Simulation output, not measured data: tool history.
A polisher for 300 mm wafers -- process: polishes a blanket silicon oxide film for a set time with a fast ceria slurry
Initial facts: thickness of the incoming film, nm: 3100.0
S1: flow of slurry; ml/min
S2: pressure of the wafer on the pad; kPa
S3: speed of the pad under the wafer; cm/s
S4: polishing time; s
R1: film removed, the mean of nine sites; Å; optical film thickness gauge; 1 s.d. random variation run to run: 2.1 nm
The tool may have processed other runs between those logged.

| run | hour | S1 | S2 | S3 | S4 | R1 |
|---|---|---|---|---|---|---|
| 1 | 0.0 | 180 | 18.6 | 88 | 32 | 3907.0 |
| 2 | 8.0 | 180 | 18.6 | 88 | 32 | 3927.3 |
| 3 | 9.0 | 180 | 17.2 | 86 | 32 | 3651.5 |
| 4 | 16.8 | 180 | 13.1 | 86 | 32 | 2726.8 |
| 5 | 20.6 | 180 | 15.9 | 86 | 32 | 3285.9 |
| 6 | 28.2 | 180 | 14.5 | 84 | 32 | 3003.5 |
| 7 | 36.6 | 170 | 9.7 | 70 | 32 | 1718.4 |

Run 8, settings as shown, results not yet in. Your forecast:
| 8 | 37.8 | 175 | 9.7 | 70 | 32 | ? |

{"run 8": {"R1": 1733.0}}
